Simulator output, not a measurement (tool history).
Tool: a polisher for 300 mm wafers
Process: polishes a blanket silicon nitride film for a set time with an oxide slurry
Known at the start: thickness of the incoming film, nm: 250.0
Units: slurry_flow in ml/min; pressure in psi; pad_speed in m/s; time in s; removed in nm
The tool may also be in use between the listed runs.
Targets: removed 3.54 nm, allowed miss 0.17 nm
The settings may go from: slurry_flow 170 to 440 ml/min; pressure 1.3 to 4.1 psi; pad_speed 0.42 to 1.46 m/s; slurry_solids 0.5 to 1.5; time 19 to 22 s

run  hour  slurry_flow  pressure  pad_speed  slurry_solids  time  removed
  1     0          280       2.7       0.94              1    22   9.2373
  2   4.7          280       2.7       1.06              1    22   9.9074
  3   9.8          280       2.7       1.06           1.15    22    10.85
  4  16.1          280       2.7       1.06           1.15    19   9.1735
  5    23          280       2.7       0.96           1.15    19   8.4897
  6    32          280       2.5        0.9           1.15    19   7.6981
  7  36.2          270       1.8       0.64              1    19    4.191
  8    42          270       1.7       0.64              1    19   4.0643
  9  44.7          270       1.6       0.64              1    19    3.881
 10    49          270       1.5       0.64              1    19   3.7495

Which of these 4 next moves meets every target?
  A  53.3          330       1.6       0.64           1.05    19        ?
  B  53.3          320       1.6       0.56              1    19        ?
  C  53.3          290       1.7        0.6            0.9    21        ?
  D  53.3          240       1.5       0.72            0.9    19        ?

move  removed
   A   4.0973
   B    3.581
   C   4.0866
   D   3.8468
A: further off than the last run
B: meets every target
C: further off than the last run
D: further off than the last run
Move B is the one to make.
